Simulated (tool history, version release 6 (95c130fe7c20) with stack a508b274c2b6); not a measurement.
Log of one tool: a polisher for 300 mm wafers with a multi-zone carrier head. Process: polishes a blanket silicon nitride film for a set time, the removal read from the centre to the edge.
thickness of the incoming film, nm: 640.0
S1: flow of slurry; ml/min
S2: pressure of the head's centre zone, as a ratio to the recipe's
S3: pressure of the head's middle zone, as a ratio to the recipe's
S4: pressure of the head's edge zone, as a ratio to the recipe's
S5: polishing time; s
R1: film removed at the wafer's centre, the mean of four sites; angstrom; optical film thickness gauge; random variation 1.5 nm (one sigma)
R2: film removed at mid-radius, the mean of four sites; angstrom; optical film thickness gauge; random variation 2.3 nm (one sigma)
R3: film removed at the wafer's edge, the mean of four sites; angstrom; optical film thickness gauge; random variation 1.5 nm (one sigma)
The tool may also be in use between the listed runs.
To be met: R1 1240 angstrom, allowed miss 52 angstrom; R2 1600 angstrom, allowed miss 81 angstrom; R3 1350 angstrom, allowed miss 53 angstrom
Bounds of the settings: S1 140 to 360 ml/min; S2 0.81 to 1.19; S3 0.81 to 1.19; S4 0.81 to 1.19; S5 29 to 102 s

run 1 hour=0 | S1=230 S2=1 S3=1 S4=1 S5=65 | R1=931.9 R2=912.91 R3=951.1
run 2 hour=5.9 | S1=235 S2=0.98 S3=1.04 S4=0.99 S5=70 | R1=978.44 R2=1033.4 R3=1005.8
run 3 hour=13.8 | S1=235 S2=0.98 S3=1.08 S4=0.99 S5=70 | R1=958.93 R2=1050.4 R3=1021.5
run 4 hour=16.2 | S1=245 S2=0.97 S3=1.1 S4=0.98 S5=74 | R1=999.14 R2=1145.5 R3=1079.3
run 5 hour=21 | S1=245 S2=1 S3=1.1 S4=0.98 S5=74 | R1=1056.8 R2=1134.1 R3=1051
run 6 hour=25 | S1=250 S2=0.99 S3=1.12 S4=0.98 S5=77 | R1=1092.4 R2=1163.3 R3=1096.6
run 7 hour=29.8 | S1=250 S2=0.97 S3=1.13 S4=0.96 S5=81 | R1=1119.5 R2=1261.3 R3=1144.6
-- hour=36.6 worn pad replaced by a new one
run 8 hour=36.6 | S1=280 S2=0.91 S3=1.19 S4=0.98 S5=93 | R1=1328.9 R2=1732 R3=1464.4
run 9 hour=40.9 | S1=270 S2=0.91 S3=1.19 S4=0.97 S5=93 | R1=1321.9 R2=1656.5 R3=1448.4
run 10 hour=41.8 | S1=275 S2=0.9 S3=1.19 S4=0.95 S5=93 | R1=1334.5 R2=1684.2 R3=1451.1
run 11 hour=50.1 | S1=280 S2=0.89 S3=1.19 S4=0.94 S5=92 | R1=1310.4 R2=1718 R3=1429.1
run 12 hour=58.9 | S1=275 S2=0.89 S3=1.19 S4=0.94 S5=92 | R1=1305.3 R2=1683.5 R3=1401.1
run 13 hour=65.6 | S1=270 S2=0.89 S3=1.19 S4=0.94 S5=92 | R1=1293.1 R2=1644 R3=1404.7
run 14 hour=71.5 | S1=270 S2=0.88 S3=1.19 S4=0.93 S5=92 | R1=1263.5 R2=1695 R3=1424

Which of these 4 next moves meets every target?
run A hour=77.4 | S1=315 S2=0.89 S3=1.18 S4=0.95 S5=95 | R1=? R2=? R3=?
run B hour=77.4 | S1=220 S2=0.85 S3=1.09 S4=0.98 S5=97 | R1=? R2=? R3=?
run C hour=77.4 | S1=360 S2=0.89 S3=1.19 S4=0.97 S5=85 | R1=? R2=? R3=?
run D hour=77.4 | S1=300 S2=0.93 S3=1.15 S4=0.81 S5=87 | R1=? R2=? R3=?

move=A R1=1346 R2=1771.4 R3=1470.6
move=B R1=1257.8 R2=1627.7 R3=1483.2
move=C R1=1219.5 R2=1614.5 R3=1340.1
move=D R1=1282 R2=1579.5 R3=1249.1
A: further off than the last run
B: further off than the last run
C: meets every target
D: takes the result that was furthest off past its target
Answer: C
